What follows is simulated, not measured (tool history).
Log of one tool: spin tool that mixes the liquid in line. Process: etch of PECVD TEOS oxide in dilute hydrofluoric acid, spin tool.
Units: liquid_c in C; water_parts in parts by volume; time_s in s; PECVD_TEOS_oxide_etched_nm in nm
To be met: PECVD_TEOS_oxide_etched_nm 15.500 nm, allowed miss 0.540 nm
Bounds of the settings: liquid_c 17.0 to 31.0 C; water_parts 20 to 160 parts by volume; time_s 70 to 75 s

run	hour	liquid_c	water_parts	time_s	PECVD_TEOS_oxide_etched_nm
1	0.0	23.0	90	70	18.737
2	3.4	23.0	65	70	26.370
3	8.8	21.0	75	70	20.919
4	14.7	21.0	75	70	21.120
5	23.0	20.0	80	70	18.813
6	24.8	20.0	70	70	21.385
7	28.9	20.0	70	70	21.917
8	30.8	19.0	75	70	19.324
9	37.2	18.5	80	70	17.762
10	39.9	18.0	80	70	16.986
11	48.6	17.5	80	70	17.050

4 next moves are on the table. One of them brings every result within its allowed miss. Which?
A	57.3	17.0	90	70	?
B	57.3	18.5	90	70	?
C	57.3	17.0	80	70	?
D	57.3	17.0	85	75	?

move	PECVD_TEOS_oxide_etched_nm
A	14.618
B	15.572
C	16.621
D	16.672
A: takes the result that was furthest off past its target
B: meets every target
C: nearer than the last run, and not there yet
D: nearer than the last run, and not there yet
Answer: B

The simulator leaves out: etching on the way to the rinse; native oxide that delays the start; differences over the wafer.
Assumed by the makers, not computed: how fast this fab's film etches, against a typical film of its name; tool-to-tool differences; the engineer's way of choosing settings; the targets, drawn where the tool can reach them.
